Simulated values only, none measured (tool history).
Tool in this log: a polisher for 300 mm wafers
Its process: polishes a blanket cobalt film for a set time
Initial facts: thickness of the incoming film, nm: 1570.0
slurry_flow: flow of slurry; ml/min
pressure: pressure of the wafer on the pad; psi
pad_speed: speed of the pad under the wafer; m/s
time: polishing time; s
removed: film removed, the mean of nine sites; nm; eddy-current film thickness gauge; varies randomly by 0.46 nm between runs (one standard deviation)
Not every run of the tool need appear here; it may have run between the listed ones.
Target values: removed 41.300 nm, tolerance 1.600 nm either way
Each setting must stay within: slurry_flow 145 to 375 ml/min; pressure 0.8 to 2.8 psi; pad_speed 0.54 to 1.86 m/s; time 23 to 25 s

run	day	slurry_flow	pressure	pad_speed	time	removed
1	0.000	240	1.8	1.18	25	113.590
2	0.288	240	1.5	1.04	25	83.825
3	0.467	240	1.3	0.96	25	68.228
4	0.733	240	1.3	0.70	25	48.620
5	1.058	240	1.2	0.70	25	45.676
6	1.183	240	1.4	0.70	25	54.558
7	1.358	240	1.3	0.70	25	50.538
# day 1.450: worn pad replaced by a new one
8	1.450	240	0.9	0.68	25	35.719

Consider the 4 candidate settings below. Which is the only one whose results all fall within their allowed miss of target?
A	1.542	200	1.1	0.54	25	?
B	1.542	275	0.9	0.72	23	?
C	1.542	265	1.0	0.70	25	?
D	1.542	190	0.9	0.88	25	?

move	removed
A	34.160
B	35.047
C	40.847
D	44.469
A: lands further from the targets than the last run did
B: lands further from the targets than the last run did
C: hits every target within its allowed miss
D: pushes the last run's worst result past its target
Go with C: it meets all targets.
